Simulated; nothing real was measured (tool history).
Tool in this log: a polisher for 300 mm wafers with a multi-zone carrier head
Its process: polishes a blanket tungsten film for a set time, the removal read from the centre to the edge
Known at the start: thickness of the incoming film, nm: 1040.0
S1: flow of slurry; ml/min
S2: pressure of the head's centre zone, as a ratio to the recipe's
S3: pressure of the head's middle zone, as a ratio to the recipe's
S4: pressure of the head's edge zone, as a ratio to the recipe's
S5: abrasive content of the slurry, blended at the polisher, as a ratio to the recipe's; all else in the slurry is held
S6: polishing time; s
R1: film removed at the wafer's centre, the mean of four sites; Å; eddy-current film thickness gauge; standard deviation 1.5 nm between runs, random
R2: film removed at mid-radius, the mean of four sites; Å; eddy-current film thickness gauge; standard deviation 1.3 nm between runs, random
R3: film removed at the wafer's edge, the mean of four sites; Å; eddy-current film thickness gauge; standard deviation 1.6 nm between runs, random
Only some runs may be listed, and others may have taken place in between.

run  hour   S1    S2    S3    S4    S5  S6      R1      R2      R3
  1   0.0  190  1.00  1.00  1.00  1.00  39  1423.9  1429.8  1503.6
  2   2.6  200  1.00  1.00  1.04  1.05  39  1489.0  1450.6  1566.1
  3   3.6  210  0.98  1.01  1.08  1.10  39  1470.6  1496.7  1614.1
  4   6.8  210  0.98  1.01  1.08  1.25  39  1535.2  1559.2  1656.0
  5  13.2  210  1.03  1.01  1.08  1.25  39  1600.1  1549.6  1680.9
     17.4  -- edge zone pressure recalibrated
  6  17.4  210  1.03  1.01  1.08  1.10  39  1538.5  1493.5  1557.2
  7  17.9  215  1.01  1.00  1.08  1.20  39  1577.0  1522.1  1601.5

Run 8 is up next; what results do you expect?
  8  21.7  200  1.02  1.01  1.09  1.25  39   ?   ?   ?

{"run 8": {"R1": 1573.4, "R2": 1521.1, "R3": 1648.2}}
